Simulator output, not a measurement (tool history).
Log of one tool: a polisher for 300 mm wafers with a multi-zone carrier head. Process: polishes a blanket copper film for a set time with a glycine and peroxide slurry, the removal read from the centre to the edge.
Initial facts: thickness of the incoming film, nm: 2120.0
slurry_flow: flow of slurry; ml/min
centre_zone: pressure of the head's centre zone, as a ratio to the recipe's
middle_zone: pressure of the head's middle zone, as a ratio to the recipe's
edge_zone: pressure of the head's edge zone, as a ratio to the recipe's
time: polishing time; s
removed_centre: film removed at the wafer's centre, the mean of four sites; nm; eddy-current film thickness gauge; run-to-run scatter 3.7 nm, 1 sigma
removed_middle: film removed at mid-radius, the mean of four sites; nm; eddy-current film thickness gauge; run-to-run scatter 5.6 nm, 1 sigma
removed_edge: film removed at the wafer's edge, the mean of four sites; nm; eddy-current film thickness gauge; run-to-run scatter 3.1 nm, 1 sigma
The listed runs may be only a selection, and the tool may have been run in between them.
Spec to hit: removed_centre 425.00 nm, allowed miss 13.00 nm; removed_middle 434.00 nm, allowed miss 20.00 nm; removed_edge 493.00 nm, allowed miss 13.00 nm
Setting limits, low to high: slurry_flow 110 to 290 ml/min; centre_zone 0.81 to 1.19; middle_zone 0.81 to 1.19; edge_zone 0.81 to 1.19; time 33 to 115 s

Run 1, hour 0.0: slurry_flow 185 ml/min, centre_zone 1.00, middle_zone 1.00, edge_zone 1.00, time 73 s. Result: removed_centre 414.06 nm, removed_middle 417.70 nm, removed_edge 419.92 nm.
Run 2, hour 2.5: slurry_flow 185 ml/min, centre_zone 0.97, middle_zone 1.00, edge_zone 1.00, time 73 s. Result: removed_centre 409.92 nm, removed_middle 405.08 nm, removed_edge 414.69 nm.
Run 3, hour 5.6: slurry_flow 185 ml/min, centre_zone 0.97, middle_zone 1.00, edge_zone 1.00, time 90 s. Result: removed_centre 495.58 nm, removed_middle 509.56 nm, removed_edge 518.42 nm.
Run 4, hour 6.3: slurry_flow 180 ml/min, centre_zone 0.96, middle_zone 0.99, edge_zone 1.00, time 90 s. Result: removed_centre 483.70 nm, removed_middle 503.87 nm, removed_edge 516.99 nm.
Run 5, hour 10.4: slurry_flow 180 ml/min, centre_zone 0.96, middle_zone 0.99, edge_zone 1.05, time 90 s. Result: removed_centre 491.96 nm, removed_middle 501.73 nm, removed_edge 522.03 nm.
Run 6, hour 17.4: slurry_flow 180 ml/min, centre_zone 0.96, middle_zone 0.99, edge_zone 0.98, time 90 s. Result: removed_centre 494.68 nm, removed_middle 519.42 nm, removed_edge 506.74 nm.
Run 7, hour 20.9: slurry_flow 175 ml/min, centre_zone 0.95, middle_zone 0.98, edge_zone 0.99, time 90 s. Result: removed_centre 484.38 nm, removed_middle 497.86 nm, removed_edge 509.82 nm.
Run 8, hour 26.9: slurry_flow 170 ml/min, centre_zone 0.94, middle_zone 0.97, edge_zone 0.99, time 90 s. Result: removed_centre 470.00 nm, removed_middle 493.76 nm, removed_edge 508.69 nm.
Run 9, hour 28.6: slurry_flow 165 ml/min, centre_zone 0.94, middle_zone 0.96, edge_zone 0.99, time 90 s. Result: removed_centre 476.49 nm, removed_middle 496.49 nm, removed_edge 507.46 nm.
Run 10, hour 34.7: slurry_flow 145 ml/min, centre_zone 0.84, middle_zone 0.86, edge_zone 1.02, time 87 s. Result: removed_centre 395.28 nm, removed_middle 435.26 nm, removed_edge 482.39 nm.
Run 11, hour 38.4: slurry_flow 150 ml/min, centre_zone 0.84, middle_zone 0.86, edge_zone 1.02, time 87 s. Result: removed_centre 403.45 nm, removed_middle 425.88 nm, removed_edge 494.52 nm.

Next run, 4 choices. One meets every target within its allowed miss, the rest don't. Which?
Run A, hour 42.1: slurry_flow 140 ml/min, centre_zone 0.81, middle_zone 0.81, edge_zone 1.07, time 88 s. Result: removed_centre ?, removed_middle ?, removed_edge ?.
Run B, hour 42.1: slurry_flow 220 ml/min, centre_zone 0.85, middle_zone 0.81, edge_zone 0.96, time 86 s. Result: removed_centre ?, removed_middle ?, removed_edge ?.
Run C, hour 42.1: slurry_flow 110 ml/min, centre_zone 0.81, middle_zone 0.90, edge_zone 0.96, time 93 s. Result: removed_centre ?, removed_middle ?, removed_edge ?.
Run D, hour 42.1: slurry_flow 135 ml/min, centre_zone 0.81, middle_zone 0.88, edge_zone 1.00, time 91 s. Result: removed_centre ?, removed_middle ?, removed_edge ?.

move  removed_centre  removed_middle  removed_edge
   A          386.03          425.87        502.99
   B          430.67          448.27        492.30
   C          383.30          452.99        484.79
   D          395.94          458.62        500.13
A: misses by more than the last run did
B: in spec on every target
C: misses by more than the last run did
D: misses by more than the last run did
The move that meets every target is B.

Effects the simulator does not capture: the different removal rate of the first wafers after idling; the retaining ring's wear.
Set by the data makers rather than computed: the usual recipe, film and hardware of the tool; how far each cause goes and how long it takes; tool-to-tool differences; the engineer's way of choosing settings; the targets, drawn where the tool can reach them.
